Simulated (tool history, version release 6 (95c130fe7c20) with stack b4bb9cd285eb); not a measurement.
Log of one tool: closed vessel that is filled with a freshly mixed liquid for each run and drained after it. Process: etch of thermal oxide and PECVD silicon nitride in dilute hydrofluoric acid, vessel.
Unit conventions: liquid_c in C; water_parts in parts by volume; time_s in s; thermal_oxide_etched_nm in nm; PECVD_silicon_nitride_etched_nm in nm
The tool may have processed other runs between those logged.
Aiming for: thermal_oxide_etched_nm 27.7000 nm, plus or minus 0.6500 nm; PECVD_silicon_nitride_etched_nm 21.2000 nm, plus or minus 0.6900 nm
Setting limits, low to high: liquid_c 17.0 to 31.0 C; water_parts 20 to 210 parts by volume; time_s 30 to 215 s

run    day  liquid_c  water_parts  time_s  thermal_oxide_etched_nm  PECVD_silicon_nitride_etched_nm
  1  0.000      23.0          115     110                   4.2319                           3.2419
  2  0.042      24.0           90     130                   6.8369                           5.1565
  3  0.300      25.5           70     145                  10.6930                           8.1104
  4  0.433      25.5           95     145                   7.6061                           5.9875
  5  0.704      28.5           95     145                   8.5836                           7.2810
  6  1.083      31.0           95     145                   9.5406                           8.5618
  7  1.404      30.5           75     155                  12.9480                          11.1770
  8  1.467      30.5           75     155                  12.8370                          11.2020
  9  1.646      30.0           60     160                  16.7700                          14.0950
 10  1.721      29.5           50     160                  20.0450                          16.1500
 11  1.971      29.5           20     160                  52.6460                          39.2180
 12  2.071      29.0           25     175                  44.6030                          34.1570
 13  2.108      28.5           30     180                  37.3690                          28.3830
 14  2.479      28.0           35     185                  32.3990                          23.9910

4 next moves are on the table. One of them brings every result within its allowed miss. Which?
  A  2.850      30.0           45     195                        ?                                ?
  B  2.850      28.0           40     185                        ?                                ?
  C  2.850      29.5           50     210                        ?                                ?
  D  2.850      24.5           35     200                        ?                                ?

move  thermal_oxide_etched_nm  PECVD_silicon_nitride_etched_nm
   A                  27.9990                          22.9890
   B                  27.8050                          21.4910
   C                  26.4050                          21.6010
   D                  29.9880                          20.9520
A: puts the biggest miss on target and leaves a different result outside tolerance
B: hits every target within its allowed miss
C: the result that was furthest off in the last run now lies on the other side of its target
D: moves toward the targets from the last run without getting all of them in spec
Move B is the one to make.
